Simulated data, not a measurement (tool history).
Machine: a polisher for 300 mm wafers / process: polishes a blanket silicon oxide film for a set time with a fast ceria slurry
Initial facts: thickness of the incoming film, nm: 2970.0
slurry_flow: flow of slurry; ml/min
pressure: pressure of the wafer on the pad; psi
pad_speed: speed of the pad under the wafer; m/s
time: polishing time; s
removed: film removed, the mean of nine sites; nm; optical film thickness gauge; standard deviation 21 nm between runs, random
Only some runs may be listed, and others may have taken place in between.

run	hour	slurry_flow	pressure	pad_speed	time	removed
1	0.0	180	2.1	1.12	106	1160.0
2	4.3	180	2.1	1.26	106	1279.7
3	10.8	180	2.3	1.26	106	1413.8
4	18.1	180	2.4	1.26	106	1476.3
5	22.5	180	2.4	1.26	111	1518.6
6	27.8	210	2.4	1.26	111	1528.4
7	33.0	210	2.5	1.26	111	1583.2

Run 8, settings as shown, results not yet in. Your forecast:
8	40.5	210	2.6	1.26	111	?

Run 8 measured removed 1663.4 nm.

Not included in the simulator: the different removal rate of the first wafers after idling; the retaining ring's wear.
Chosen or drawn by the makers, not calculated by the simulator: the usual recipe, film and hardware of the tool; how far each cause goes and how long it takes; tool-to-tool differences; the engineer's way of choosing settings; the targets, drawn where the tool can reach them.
